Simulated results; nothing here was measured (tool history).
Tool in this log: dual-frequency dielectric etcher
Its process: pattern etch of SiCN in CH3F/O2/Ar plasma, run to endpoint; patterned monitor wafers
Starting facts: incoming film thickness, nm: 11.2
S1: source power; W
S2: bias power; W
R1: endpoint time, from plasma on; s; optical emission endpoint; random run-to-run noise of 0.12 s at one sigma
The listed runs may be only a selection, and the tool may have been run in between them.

run    day   S1   S2      R1
  1      0  320  105  30.481
  2  0.212  320  121  28.766
  3    0.5  320  111  29.834
  4  0.604  340  111  29.048
  5  0.958  360  111  28.405
  6  1.092  340  108  29.343
  7  1.217  320  105  30.498
  8  1.429  310  103  31.102
  9  1.667  300  101  31.657
 10  1.692  290   99  32.339
 11  1.779  280   97  33.112
 12  2.021  270   96   33.78
 13  2.329  260   95  34.181
 14  2.396  250   94  35.036
 15  2.521  240   94  35.612
 16  2.579  230   94   36.29

Run 17 comes next. What will it give?
 17  2.9  210  94   ?

R1: 37.538 s

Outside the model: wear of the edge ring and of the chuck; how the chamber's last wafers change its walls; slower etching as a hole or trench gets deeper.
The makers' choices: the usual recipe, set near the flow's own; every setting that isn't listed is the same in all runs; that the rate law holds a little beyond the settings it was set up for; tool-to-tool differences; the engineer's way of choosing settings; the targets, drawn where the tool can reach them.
